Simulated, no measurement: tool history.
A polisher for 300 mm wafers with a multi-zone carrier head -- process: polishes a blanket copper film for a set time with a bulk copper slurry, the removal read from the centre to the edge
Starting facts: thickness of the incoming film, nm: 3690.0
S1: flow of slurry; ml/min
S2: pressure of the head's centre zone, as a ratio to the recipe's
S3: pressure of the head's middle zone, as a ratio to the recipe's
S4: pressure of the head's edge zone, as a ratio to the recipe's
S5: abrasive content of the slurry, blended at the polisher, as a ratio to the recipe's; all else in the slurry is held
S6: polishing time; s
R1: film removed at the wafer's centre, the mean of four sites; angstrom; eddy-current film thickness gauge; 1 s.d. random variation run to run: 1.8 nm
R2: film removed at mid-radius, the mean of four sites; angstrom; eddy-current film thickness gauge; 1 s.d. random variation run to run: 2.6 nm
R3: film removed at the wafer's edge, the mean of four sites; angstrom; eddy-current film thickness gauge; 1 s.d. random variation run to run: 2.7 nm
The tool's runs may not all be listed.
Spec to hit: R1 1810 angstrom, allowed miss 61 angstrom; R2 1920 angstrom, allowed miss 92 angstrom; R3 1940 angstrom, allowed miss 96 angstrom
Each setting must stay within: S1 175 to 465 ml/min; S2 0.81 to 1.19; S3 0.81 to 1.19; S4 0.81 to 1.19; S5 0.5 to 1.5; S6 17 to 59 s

run	hour	S1	S2	S3	S4	S5	S6	R1	R2	R3
1	0	295	1	1	1	1	38	3132.4	3220.9	3104.8
2	8.3	290	0.97	0.98	0.98	0.9	35	2820.5	2857.3	2812
3	14.3	285	0.94	0.98	0.97	0.8	32	2379.3	2547.4	2432.8
4	20.9	215	0.94	0.98	0.97	0.8	32	2326	2450.1	2463.5
5	25.5	215	0.94	1.05	0.97	0.8	32	2346.7	2625.9	2437.2
6	32.8	215	0.98	1.05	0.97	0.8	32	2470.3	2532.1	2427.8
7	36	215	0.96	1.03	0.97	0.75	31	2298.5	2547.7	2325.6
8	42.5	210	0.95	0.99	0.95	0.7	30	2185.8	2346.7	2131.6
9	44.4	200	0.94	0.96	0.96	0.7	29	2044.7	2201	2193.4
10	53.4	200	0.93	0.93	0.94	0.65	29	1993.7	2114.1	2112.5
11	56.6	200	0.92	0.91	0.93	0.6	29	1966.3	2072.9	2005.3
12	61.1	200	0.92	0.91	0.93	0.6	29	1976.2	2020.9	2037.1
13	62.8	200	0.91	0.91	0.92	0.6	29	1976.7	2106.6	2058.8
14	64.3	200	0.9	0.9	0.92	0.6	29	1945.4	1990	2076.1
15	69.7	200	0.89	0.9	0.92	0.6	29	1916.7	2053.9	2048.9
16	70.7	200	0.89	0.89	0.92	0.6	29	1899.4	2029.9	2077.5
17	79.4	200	0.89	0.88	0.91	0.6	29	1943.5	1954.3	1997.8
18	83.3	200	0.89	0.88	0.91	0.6	29	1923.7	2020.6	2043.5
19	85.1	200	0.88	0.87	0.91	0.6	29	1901.3	2003.6	2032.1
20	89.9	200	0.87	0.86	0.9	0.6	29	1879.9	2004.7	2010.7
21	95.9	200	0.87	0.85	0.9	0.6	29	1892.1	1997.6	2002
22	103.8	200	0.87	0.85	0.9	0.6	29	1908.2	1965.9	2075.2
23	106	205	0.85	0.87	0.83	0.5	28	1754.5	1917.3	1877.1
24	111.7	205	0.85	0.87	0.83	0.5	28	1740	1922.7	1856.6
25	112.9	205	0.85	0.87	0.84	0.5	28	1747.9	1902	1903.9
26	118.6	210	0.85	0.87	0.85	0.5	28	1751.4	1897.1	1897.4
27	121.8	215	0.85	0.87	0.86	0.5	28	1763.8	1925.6	1932.1

Consider the 4 candidate settings below. Which is the only one whose results all fall within their allowed miss of target?
A	125	215	0.85	0.88	1	0.5	29	?	?	?
B	125	240	0.92	0.81	1.12	0.6	27	?	?	?
C	125	180	0.89	0.89	0.91	0.5	28	?	?	?
D	125	220	0.83	0.88	0.93	0.5	27	?	?	?

move	R1	R2	R3
A	1811.9	1938.4	2124.2
B	1889.6	1774.1	2157.4
C	1793.1	1847.8	1933.2
D	1651.2	1809.4	1914.1
A: corrects the largest miss of the last run, while another result sits out of spec
B: pushes the last run's worst result past its target
C: every result within its allowed miss
D: lands further from the targets than the last run did
Move C is the one to make.

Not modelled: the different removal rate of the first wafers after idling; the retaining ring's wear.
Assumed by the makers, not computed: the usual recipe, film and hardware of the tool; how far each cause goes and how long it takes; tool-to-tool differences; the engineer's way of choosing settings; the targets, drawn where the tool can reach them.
